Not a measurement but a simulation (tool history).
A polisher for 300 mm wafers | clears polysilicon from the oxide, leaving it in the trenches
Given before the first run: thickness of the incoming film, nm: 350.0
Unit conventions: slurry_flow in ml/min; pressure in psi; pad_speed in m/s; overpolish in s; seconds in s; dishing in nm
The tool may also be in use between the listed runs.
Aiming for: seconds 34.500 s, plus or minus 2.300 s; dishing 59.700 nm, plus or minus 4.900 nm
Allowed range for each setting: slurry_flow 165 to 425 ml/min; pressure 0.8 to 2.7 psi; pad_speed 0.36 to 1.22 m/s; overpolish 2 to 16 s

run	day	slurry_flow	pressure	pad_speed	overpolish	seconds	dishing
1	0.000	275	1.7	0.78	8	55.841	36.612
2	0.079	275	1.7	0.64	8	67.052	31.212
3	0.371	275	1.7	0.80	8	55.111	37.162
4	0.400	275	1.7	0.80	11	56.220	46.265
5	0.483	220	1.7	0.80	11	57.916	46.668
6	0.617	220	1.7	0.90	11	50.916	51.426
7	0.675	220	1.9	0.90	10	44.776	50.326
8	0.762	220	2.0	0.90	10	42.766	51.515
9	1.096	220	2.1	0.90	10	42.090	52.419
10	1.238	220	2.2	0.90	10	40.408	54.572

Next run, 5 choices. One meets every target within its allowed miss, the rest don't. Which?
A	1.379	235	2.1	0.76	14	?	?
B	1.379	195	2.1	0.78	12	?	?
C	1.379	215	2.2	0.64	12	?	?
D	1.379	175	2.1	0.72	12	?	?
E	1.379	245	2.4	0.98	10	?	?

move	seconds	dishing
A	49.236	57.789
B	48.705	53.036
C	54.568	49.317
D	52.438	50.611
E	34.646	58.287
A: misses by more than the last run did
B: misses by more than the last run did
C: misses by more than the last run did
D: misses by more than the last run did
E: in spec on every target
The right move is E.
